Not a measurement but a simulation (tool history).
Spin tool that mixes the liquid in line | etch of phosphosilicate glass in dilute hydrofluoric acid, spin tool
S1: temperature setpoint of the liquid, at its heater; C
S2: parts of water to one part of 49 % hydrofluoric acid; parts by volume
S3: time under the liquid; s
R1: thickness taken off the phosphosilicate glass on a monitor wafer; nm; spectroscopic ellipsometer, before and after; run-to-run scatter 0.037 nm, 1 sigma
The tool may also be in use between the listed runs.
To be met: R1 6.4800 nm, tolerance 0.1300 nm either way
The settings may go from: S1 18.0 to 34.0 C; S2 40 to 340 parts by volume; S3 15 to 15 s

Run 1, hour 0.0: S1 26.0 C, S2 190 parts by volume, S3 15 s. Result: R1 7.5004 nm.
Run 2, hour 7.8: S1 26.0 C, S2 190 parts by volume, S3 15 s. Result: R1 7.4719 nm.
Run 3, hour 9.0: S1 24.5 C, S2 190 parts by volume, S3 15 s. Result: R1 6.9659 nm.
Run 4, hour 11.8: S1 24.5 C, S2 160 parts by volume, S3 15 s. Result: R1 8.7789 nm.
Run 5, hour 18.2: S1 22.5 C, S2 165 parts by volume, S3 15 s. Result: R1 7.7306 nm.
Run 6, hour 24.0: S1 21.0 C, S2 165 parts by volume, S3 15 s. Result: R1 7.3262 nm.
Run 7, hour 29.4: S1 20.0 C, S2 165 parts by volume, S3 15 s. Result: R1 6.9742 nm.
Run 8, hour 34.2: S1 19.5 C, S2 165 parts by volume, S3 15 s. Result: R1 6.8756 nm.
Run 9, hour 39.5: S1 19.0 C, S2 165 parts by volume, S3 15 s. Result: R1 6.7145 nm.
Run 10, hour 40.6: S1 18.5 C, S2 165 parts by volume, S3 15 s. Result: R1 6.6359 nm.

Which single option among these 4 for the next run brings every result within its allowed miss of target? Just one does.
Run A, hour 41.7: S1 18.0 C, S2 170 parts by volume, S3 15 s. Result: R1 ?.
Run B, hour 41.7: S1 18.0 C, S2 165 parts by volume, S3 15 s. Result: R1 ?.
Run C, hour 41.7: S1 19.5 C, S2 180 parts by volume, S3 15 s. Result: R1 ?.
Run D, hour 41.7: S1 20.0 C, S2 165 parts by volume, S3 15 s. Result: R1 ?.

move      R1
   A  6.2457
   B  6.4663
   C  6.1996
   D  7.0026
A: takes the biggest miss from the last run beyond its target
B: hits every target within its allowed miss
C: takes the biggest miss from the last run beyond its target
D: further off than the last run
The right move is B.

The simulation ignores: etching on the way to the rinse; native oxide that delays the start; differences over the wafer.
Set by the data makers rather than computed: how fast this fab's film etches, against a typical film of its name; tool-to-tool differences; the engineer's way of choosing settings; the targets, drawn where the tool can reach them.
